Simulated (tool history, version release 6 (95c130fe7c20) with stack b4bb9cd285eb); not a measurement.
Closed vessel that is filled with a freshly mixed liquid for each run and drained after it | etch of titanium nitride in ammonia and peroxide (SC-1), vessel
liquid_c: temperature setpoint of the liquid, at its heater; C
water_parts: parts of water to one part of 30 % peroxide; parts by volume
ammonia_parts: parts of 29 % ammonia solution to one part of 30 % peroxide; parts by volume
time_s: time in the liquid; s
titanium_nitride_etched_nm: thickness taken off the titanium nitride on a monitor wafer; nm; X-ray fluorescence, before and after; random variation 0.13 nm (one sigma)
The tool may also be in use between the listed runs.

run  hour  liquid_c  water_parts  ammonia_parts  time_s  titanium_nitride_etched_nm
  1   0.0      52.0         27.0           0.45     410                      11.379
  2   1.5      52.0         27.0           0.45     440                      12.246
  3  10.4      53.5         27.0           0.45     440                      13.517
  4  16.3      55.0         27.0           0.45     440                      14.954
  5  22.9      55.0         18.5           0.45     440                      18.497
  6  25.3      55.0         18.5           0.60     440                      19.438

Forecast run 7:
  7  32.8      55.5         18.5           0.60     440                           ?

Run 7 gave titanium_nitride_etched_nm 20.298 nm.
